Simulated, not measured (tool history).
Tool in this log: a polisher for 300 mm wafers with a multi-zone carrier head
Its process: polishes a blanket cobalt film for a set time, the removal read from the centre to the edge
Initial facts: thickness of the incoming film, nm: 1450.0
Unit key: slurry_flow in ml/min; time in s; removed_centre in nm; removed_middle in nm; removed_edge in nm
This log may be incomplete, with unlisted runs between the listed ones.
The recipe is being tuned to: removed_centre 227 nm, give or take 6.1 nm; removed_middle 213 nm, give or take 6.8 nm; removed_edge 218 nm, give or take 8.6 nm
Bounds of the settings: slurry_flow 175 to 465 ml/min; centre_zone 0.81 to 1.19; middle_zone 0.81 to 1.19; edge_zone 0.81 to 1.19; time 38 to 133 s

Run 1, hour 0: slurry_flow 295 ml/min, centre_zone 1, middle_zone 1, edge_zone 1, time 85 s. Result: removed_centre 257.09 nm, removed_middle 259.98 nm, removed_edge 266.32 nm.
Run 2, hour 8.8: slurry_flow 295 ml/min, centre_zone 1, middle_zone 1.07, edge_zone 1, time 85 s. Result: removed_centre 258.12 nm, removed_middle 278.12 nm, removed_edge 268.72 nm.
Run 3, hour 15.2: slurry_flow 295 ml/min, centre_zone 1, middle_zone 0.99, edge_zone 1, time 85 s. Result: removed_centre 258.56 nm, removed_middle 256.52 nm, removed_edge 267.23 nm.
Run 4, hour 21.1: slurry_flow 295 ml/min, centre_zone 1, middle_zone 0.99, edge_zone 1.06, time 85 s. Result: removed_centre 257.23 nm, removed_middle 259.36 nm, removed_edge 281.77 nm.
Run 5, hour 24.8: slurry_flow 285 ml/min, centre_zone 0.98, middle_zone 0.95, edge_zone 0.98, time 84 s. Result: removed_centre 242.38 nm, removed_middle 241.27 nm, removed_edge 259.59 nm.
Run 6, hour 27.7: slurry_flow 215 ml/min, centre_zone 0.98, middle_zone 0.95, edge_zone 0.98, time 84 s. Result: removed_centre 237.39 nm, removed_middle 236.82 nm, removed_edge 254.87 nm.
Run 7, hour 29.3: slurry_flow 215 ml/min, centre_zone 0.98, middle_zone 0.93, edge_zone 0.93, time 83 s. Result: removed_centre 234.09 nm, removed_middle 229.46 nm, removed_edge 247.37 nm.
Run 8, hour 31: slurry_flow 220 ml/min, centre_zone 0.99, middle_zone 0.93, edge_zone 0.9, time 81 s. Result: removed_centre 232.78 nm, removed_middle 221.61 nm, removed_edge 238.6 nm.
Run 9, hour 33.7: slurry_flow 220 ml/min, centre_zone 1, middle_zone 0.94, edge_zone 0.87, time 79 s. Result: removed_centre 229.32 nm, removed_middle 219.35 nm, removed_edge 234.59 nm.

Pick the move, out of 4, that brings all results within their allowed miss; only one does.
Run A, hour 36.4: slurry_flow 225 ml/min, centre_zone 1.08, middle_zone 0.94, edge_zone 0.83, time 76 s. Result: removed_centre ?, removed_middle ?, removed_edge ?.
Run B, hour 36.4: slurry_flow 195 ml/min, centre_zone 1.04, middle_zone 0.95, edge_zone 0.86, time 78 s. Result: removed_centre ?, removed_middle ?, removed_edge ?.
Run C, hour 36.4: slurry_flow 175 ml/min, centre_zone 1.04, middle_zone 1.01, edge_zone 0.83, time 79 s. Result: removed_centre ?, removed_middle ?, removed_edge ?.
Run D, hour 36.4: slurry_flow 220 ml/min, centre_zone 0.94, middle_zone 0.94, edge_zone 0.89, time 84 s. Result: removed_centre ?, removed_middle ?, removed_edge ?.

move  removed_centre  removed_middle  removed_edge
   A          236.27          211.24        212.72
   B          227.38          213.67        217.93
   C          225.03          223.16        213.79
   D          226.18          232.83        241.98
A: gets the furthest-off result to its target, but another result is out of tolerance
B: all results in spec
C: gets the furthest-off result to its target, but another result is out of tolerance
D: moves away from the targets compared with the last run
Answer: B
